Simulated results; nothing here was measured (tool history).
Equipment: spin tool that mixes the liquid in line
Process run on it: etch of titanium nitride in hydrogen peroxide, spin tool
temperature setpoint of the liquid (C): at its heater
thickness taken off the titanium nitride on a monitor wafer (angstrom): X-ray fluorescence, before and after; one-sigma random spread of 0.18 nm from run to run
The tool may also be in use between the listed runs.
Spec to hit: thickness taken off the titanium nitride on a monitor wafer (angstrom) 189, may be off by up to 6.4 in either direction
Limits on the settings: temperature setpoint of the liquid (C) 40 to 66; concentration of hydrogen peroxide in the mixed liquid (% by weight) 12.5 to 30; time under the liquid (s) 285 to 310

| run | hour | temperature setpoint of the liquid (C) | concentration of hydrogen peroxide in the mixed liquid (% by weight) | time under the liquid (s) | thickness taken off the titanium nitride on a monitor wafer (angstrom) |
|---|---|---|---|---|---|
| 1 | 0 | 56 | 24.5 | 285 | 284.85 |
| 2 | 6.6 | 56 | 28.5 | 285 | 294.38 |
| 3 | 12.9 | 56 | 26.5 | 285 | 280.67 |
| 4 | 13.6 | 55 | 26.5 | 285 | 267.35 |
| 5 | 18.9 | 54 | 26.5 | 285 | 249.7 |
| 6 | 23.6 | 60 | 26.5 | 285 | 377.13 |
| 7 | 28.1 | 52 | 26 | 285 | 211.4 |
| 8 | 33.3 | 51 | 26 | 285 | 196.69 |

Which one of the following 5 next-run settings gets every result inside its allowed miss? There is exactly one.
| A | 38.5 | 51.5 | 27 | 285 | ? |
| B | 38.5 | 51 | 29.5 | 285 | ? |
| C | 38.5 | 51 | 30 | 290 | ? |
| D | 38.5 | 50 | 25 | 310 | ? |
| E | 38.5 | 49.5 | 28 | 295 | ? |

| move | thickness taken off the titanium nitride on a monitor wafer (angstrom) |
|---|---|
| A | 206.02 |
| B | 202.69 |
| C | 207.02 |
| D | 197.82 |
| E | 186.13 |
A: misses by more than the last run did
B: misses by more than the last run did
C: misses by more than the last run did
D: misses by more than the last run did
E: hits every target within its allowed miss
E meets every target.
